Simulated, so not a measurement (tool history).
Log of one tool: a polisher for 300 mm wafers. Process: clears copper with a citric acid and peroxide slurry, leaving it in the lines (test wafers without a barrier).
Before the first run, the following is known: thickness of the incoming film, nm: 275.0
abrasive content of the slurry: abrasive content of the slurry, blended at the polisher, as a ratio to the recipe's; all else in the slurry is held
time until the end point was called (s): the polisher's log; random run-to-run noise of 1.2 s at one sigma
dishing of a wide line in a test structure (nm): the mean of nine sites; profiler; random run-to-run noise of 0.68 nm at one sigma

run,hour,flow of slurry (ml/min),pressure of the wafer on the pad (kPa),speed of the pad under the wafer (cm/s),abrasive content of the slurry,overpolish time after the end point (s),time until the end point was called (s),dishing of a wide line in a test structure (nm)
1,0.0,155,20.7,96,1.0,24,141.410,29.695
2,1.2,155,24.1,98,1.0,26,122.020,34.673
3,2.4,155,24.1,98,1.0,34,121.790,40.788
4,3.6,155,28.3,98,1.0,34,108.640,45.894
5,11.4,160,29.6,104,1.0,33,97.886,48.702
6,16.5,160,29.6,104,1.0,41,98.974,52.547
7,20.0,160,30.3,108,1.0,39,91.243,54.559

Run 8, settings as shown, results not yet in. Your forecast:
8,24.1,160,31.0,110,1.0,37,?,?

{"run 8": {"time until the end point was called (s)": 88.513, "dishing of a wide line in a test structure (nm)": 53.12}}

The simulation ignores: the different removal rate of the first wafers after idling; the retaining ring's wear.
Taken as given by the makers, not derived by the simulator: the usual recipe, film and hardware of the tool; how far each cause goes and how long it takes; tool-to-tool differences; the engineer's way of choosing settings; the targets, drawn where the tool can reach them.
